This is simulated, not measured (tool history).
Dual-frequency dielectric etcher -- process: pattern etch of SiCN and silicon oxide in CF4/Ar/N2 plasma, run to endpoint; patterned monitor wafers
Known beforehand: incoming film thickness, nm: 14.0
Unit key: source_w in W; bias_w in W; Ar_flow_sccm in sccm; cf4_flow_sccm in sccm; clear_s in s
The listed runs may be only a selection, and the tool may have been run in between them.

run	hour	source_w	bias_w	Ar_flow_sccm	cf4_flow_sccm	clear_s
1	0	400	69	140	47	17.698
2	6.6	400	69	140	39	18.296
3	8.8	380	68	141	39	19.577
4	17.8	380	68	131	39	19.177
5	22.1	360	67	131	39	20.542
6	29.8	360	67	145	39	20.765
7	34.1	350	67	145	39	21.214
8	42.5	350	67	145	39	21.564
9	48.5	350	67	145	39	21.434
10	56.1	340	67	145	39	22.212
11	64.7	330	67	145	39	22.874
12	66.1	320	67	145	39	23.633
13	73.5	310	67	145	39	24.257
14	78	300	67	145	39	25.197

Run 15, settings as shown, results not yet in. Your forecast:
15	80.6	250	67	145	39	?

Run 15 came out at clear_s 31.133 s.
